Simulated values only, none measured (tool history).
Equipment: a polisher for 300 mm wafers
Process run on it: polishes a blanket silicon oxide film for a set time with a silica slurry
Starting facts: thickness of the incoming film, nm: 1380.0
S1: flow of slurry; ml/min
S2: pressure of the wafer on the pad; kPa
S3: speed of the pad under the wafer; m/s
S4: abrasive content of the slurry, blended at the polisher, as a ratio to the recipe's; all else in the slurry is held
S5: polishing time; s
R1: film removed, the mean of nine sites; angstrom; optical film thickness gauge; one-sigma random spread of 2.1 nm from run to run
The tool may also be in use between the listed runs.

run    day   S1    S2    S3   S4   S5      R1
  1  0.000  280  29.0  1.52  1.0   96  3519.2
  2  0.150  280  26.9  1.52  1.0   96  3260.1
  3  0.258  280  25.5  1.52  1.0   96  3092.2
  4  0.383  280  24.1  1.52  1.0   96  2987.7
  5  0.571  280  24.1  1.52  1.0  101  3051.2
  6  0.642  280  24.1  1.52  1.0  101  3074.0
  7  0.729  280  22.8  1.52  1.0  101  2932.6
  8  0.762  280  22.1  1.52  1.0  101  2857.0

Run 9 has not been measured yet. What should we expect?
  9  0.838  280  21.4  1.52  1.0  101   ?

{"run 9": {"R1": 2709.8}}

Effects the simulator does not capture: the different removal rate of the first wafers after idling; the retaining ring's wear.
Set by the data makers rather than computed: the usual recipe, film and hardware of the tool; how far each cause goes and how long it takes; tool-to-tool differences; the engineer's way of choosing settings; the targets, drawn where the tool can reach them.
